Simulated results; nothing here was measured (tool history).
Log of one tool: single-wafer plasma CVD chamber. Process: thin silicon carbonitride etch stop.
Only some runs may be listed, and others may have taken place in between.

run,hour,RF power (W),deposition time (s),mean film thickness on the monitor wafer (Å)
1,0.0,230,11.8,64.452
2,6.0,215,11.8,62.914
3,13.9,215,12.4,66.551
4,22.8,235,12.4,67.684
5,28.6,235,14.0,77.148
6,30.7,235,14.9,81.978

Predict the results of run 7:
7,39.7,225,14.0,?

{"run 7": {"mean film thickness on the monitor wafer (Å)": 75.673}}
